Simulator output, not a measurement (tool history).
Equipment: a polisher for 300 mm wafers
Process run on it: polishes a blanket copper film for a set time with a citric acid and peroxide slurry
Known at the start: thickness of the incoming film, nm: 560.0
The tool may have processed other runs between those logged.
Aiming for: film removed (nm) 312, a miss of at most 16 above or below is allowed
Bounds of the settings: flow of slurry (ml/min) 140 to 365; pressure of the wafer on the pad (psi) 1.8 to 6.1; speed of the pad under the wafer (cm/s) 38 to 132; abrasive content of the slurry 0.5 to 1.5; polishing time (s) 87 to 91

run	day	flow of slurry (ml/min)	pressure of the wafer on the pad (psi)	speed of the pad under the wafer (cm/s)	abrasive content of the slurry	polishing time (s)	film removed (nm)
1	0	235	3.9	84	1	87	187.6
2	0.25	285	3.9	84	1	87	185.51
3	0.492	285	3.9	76	1	87	168.49
4	0.688	305	3.9	76	1	87	176.09
5	0.933	305	4.1	76	1	87	182.51
6	1	305	4.8	76	1	87	209.68
# day 1.254: slurry nozzle cleaned
7	1.254	305	4.9	78	1	87	234.79
8	1.354	305	5	78	1	87	236.2
9	1.658	305	5	78	1	87	231.32

Exactly one of the 4 candidate moves below puts every result within its allowed miss. Which one?
A	1.962	245	5.3	84	1.05	91	?
B	1.962	325	5	84	0.95	91	?
C	1.962	265	4.6	104	1.2	91	?
D	1.962	255	4.4	102	1	91	?

move	film removed (nm)
A	274.98
B	263.58
C	305.51
D	277.5
A: closer than the last run, but not yet in spec
B: closer than the last run, but not yet in spec
C: meets every target
D: closer than the last run, but not yet in spec
C meets every target.

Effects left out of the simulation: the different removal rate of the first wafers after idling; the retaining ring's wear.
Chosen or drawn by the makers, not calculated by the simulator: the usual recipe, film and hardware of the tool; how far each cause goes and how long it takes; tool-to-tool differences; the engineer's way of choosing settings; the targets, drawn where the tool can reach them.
